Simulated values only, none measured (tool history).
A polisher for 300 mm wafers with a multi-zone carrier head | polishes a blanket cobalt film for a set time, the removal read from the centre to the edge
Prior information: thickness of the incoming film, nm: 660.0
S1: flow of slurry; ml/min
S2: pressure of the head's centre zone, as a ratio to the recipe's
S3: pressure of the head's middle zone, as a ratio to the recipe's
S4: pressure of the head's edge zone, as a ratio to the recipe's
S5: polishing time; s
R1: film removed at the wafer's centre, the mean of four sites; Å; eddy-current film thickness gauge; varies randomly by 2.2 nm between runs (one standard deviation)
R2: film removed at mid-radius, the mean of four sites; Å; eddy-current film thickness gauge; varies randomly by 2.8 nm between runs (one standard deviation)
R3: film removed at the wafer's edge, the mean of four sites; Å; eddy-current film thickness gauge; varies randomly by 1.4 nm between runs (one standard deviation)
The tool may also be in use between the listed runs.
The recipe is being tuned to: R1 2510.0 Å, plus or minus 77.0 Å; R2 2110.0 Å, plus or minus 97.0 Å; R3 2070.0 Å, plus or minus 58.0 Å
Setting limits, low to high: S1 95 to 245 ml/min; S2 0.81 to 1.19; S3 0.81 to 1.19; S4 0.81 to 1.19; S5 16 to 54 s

run	hour	S1	S2	S3	S4	S5	R1	R2	R3
1	0.0	155	1.00	1.00	1.00	35	2811.2	2710.0	2792.9
2	5.4	150	1.02	0.99	0.97	34	2796.4	2711.9	2683.2
3	13.5	150	1.02	0.99	0.97	41	3338.1	3167.3	3210.1
4	22.2	150	1.02	0.99	0.93	41	3328.0	3156.0	3171.9
5	30.4	150	1.04	0.97	0.92	38	3130.1	2922.1	2896.5
6	33.1	150	1.06	0.95	0.91	36	3033.0	2730.6	2767.6
7	34.3	150	1.08	0.94	0.89	34	2973.0	2610.4	2571.1
8	35.2	145	1.08	0.93	0.88	33	2822.0	2479.6	2514.0
9	42.2	155	1.15	0.95	0.82	25	2320.7	1895.7	1815.0
10	46.4	165	1.14	0.95	0.84	25	2323.7	1933.6	1858.5
11	51.7	165	1.14	0.95	0.84	25	2310.8	1915.6	1859.8
12	56.1	165	1.14	0.96	0.86	25	2349.9	1920.2	1891.6
13	59.5	170	1.14	0.97	0.87	25	2316.2	1895.2	1879.6
14	65.6	170	1.14	0.97	0.87	26	2413.9	2012.5	1980.9
15	70.5	175	1.14	0.98	0.87	26	2434.9	2044.5	1977.4

5 candidate next runs follow, results not yet known. Just one meets every target within its allowed miss. Identify it.
A	75.4	210	1.11	0.94	0.87	27	?	?	?
B	75.4	175	1.10	1.19	0.81	26	?	?	?
C	75.4	185	1.10	1.17	0.81	26	?	?	?
D	75.4	200	1.07	0.99	0.90	26	?	?	?
E	75.4	180	1.08	1.13	0.81	28	?	?	?

move	R1	R2	R3
A	2508.3	2121.3	2119.3
B	2341.8	2302.6	1945.2
C	2358.6	2293.3	1954.8
D	2315.8	2093.3	2062.0
E	2485.0	2410.0	2101.1
A: meets every target
B: moves away from the targets compared with the last run
C: moves away from the targets compared with the last run
D: gets the furthest-off result to its target, but another result is out of tolerance
E: gets the furthest-off result to its target, but another result is out of tolerance
Correct choice: A, which meets every target
